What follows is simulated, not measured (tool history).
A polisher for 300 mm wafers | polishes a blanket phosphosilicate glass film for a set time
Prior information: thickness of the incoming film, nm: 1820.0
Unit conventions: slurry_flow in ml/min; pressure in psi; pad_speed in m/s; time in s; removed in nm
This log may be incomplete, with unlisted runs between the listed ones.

| run | hour | slurry_flow | pressure | pad_speed | slurry_solids | time | removed |
|---|---|---|---|---|---|---|---|
| 1 | 0.0 | 165 | 2.9 | 1.1 | 1.00 | 63 | 335.29 |
| 2 | 1.3 | 195 | 2.9 | 1.1 | 1.00 | 63 | 341.66 |
| 3 | 9.9 | 200 | 3.0 | 1.1 | 1.00 | 63 | 354.52 |
| 4 | 14.9 | 200 | 3.0 | 1.1 | 0.90 | 63 | 337.70 |
| 5 | 17.5 | 205 | 3.1 | 1.1 | 0.90 | 63 | 346.45 |
| 6 | 19.1 | 205 | 3.1 | 1.1 | 0.75 | 63 | 320.16 |
| 7 | 23.5 | 210 | 3.3 | 1.1 | 0.75 | 63 | 337.12 |
| 8 | 30.0 | 215 | 3.4 | 1.1 | 0.75 | 63 | 343.80 |
| 9 | 31.8 | 215 | 3.5 | 1.1 | 0.75 | 63 | 353.31 |
| 10 | 36.8 | 215 | 3.5 | 1.1 | 0.75 | 63 | 348.15 |
| 11 | 39.8 | 215 | 3.6 | 1.1 | 0.75 | 63 | 361.05 |

Expected results for the next run?
| 12 | 44.3 | 215 | 3.7 | 1.1 | 0.75 | 63 | ? |

removed: 365.84 nm
